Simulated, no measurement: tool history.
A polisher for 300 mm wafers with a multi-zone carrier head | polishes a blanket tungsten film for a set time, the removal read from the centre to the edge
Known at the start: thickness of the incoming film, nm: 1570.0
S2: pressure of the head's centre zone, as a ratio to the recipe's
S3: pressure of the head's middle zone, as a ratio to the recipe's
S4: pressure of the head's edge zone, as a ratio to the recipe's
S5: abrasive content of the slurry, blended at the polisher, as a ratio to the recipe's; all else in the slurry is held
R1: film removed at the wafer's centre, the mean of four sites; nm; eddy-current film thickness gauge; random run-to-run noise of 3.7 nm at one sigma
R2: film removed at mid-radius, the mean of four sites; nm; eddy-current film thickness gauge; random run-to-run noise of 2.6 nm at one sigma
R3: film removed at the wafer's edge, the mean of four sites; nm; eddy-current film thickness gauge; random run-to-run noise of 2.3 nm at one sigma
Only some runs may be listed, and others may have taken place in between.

{"run": 1, "day": 0.0, "flow of slurry (ml/min)": 285, "S2": 1, "S3": 1, "S4": 1, "S5": 1, "polishing time (s)": 50, "R1": 216.83, "R2": 216.76, "R3": 225.45}
{"run": 2, "day": 0.025, "flow of slurry (ml/min)": 285, "S2": 1, "S3": 1.06, "S4": 1, "S5": 1, "polishing time (s)": 50, "R1": 215.95, "R2": 228.67, "R3": 228.47}
{"run": 3, "day": 0.383, "flow of slurry (ml/min)": 285, "S2": 1, "S3": 1, "S4": 1, "S5": 1, "polishing time (s)": 50, "R1": 218.63, "R2": 221.84, "R3": 223.46}
{"run": 4, "day": 0.479, "flow of slurry (ml/min)": 285, "S2": 1, "S3": 1.06, "S4": 1, "S5": 1, "polishing time (s)": 50, "R1": 213.46, "R2": 230.08, "R3": 225.64}
{"run": 5, "day": 0.704, "flow of slurry (ml/min)": 285, "S2": 1, "S3": 1.06, "S4": 1, "S5": 1, "polishing time (s)": 56, "R1": 246.9, "R2": 254.47, "R3": 253.16}
{"run": 6, "day": 0.942, "flow of slurry (ml/min)": 285, "S2": 1, "S3": 1.06, "S4": 1, "S5": 1, "polishing time (s)": 64, "R1": 281.61, "R2": 293.07, "R3": 289.96}

The next listed run, before its measurement:
{"run": 7, "day": 0.988, "flow of slurry (ml/min)": 290, "S2": 1.01, "S3": 1.06, "S4": 1, "S5": 1, "polishing time (s)": 64, "R1": "?", "R2": "?", "R3": "?"}

Run 7 yielded R1 279.51 nm, R2 294.15 nm, R3 288.75 nm.

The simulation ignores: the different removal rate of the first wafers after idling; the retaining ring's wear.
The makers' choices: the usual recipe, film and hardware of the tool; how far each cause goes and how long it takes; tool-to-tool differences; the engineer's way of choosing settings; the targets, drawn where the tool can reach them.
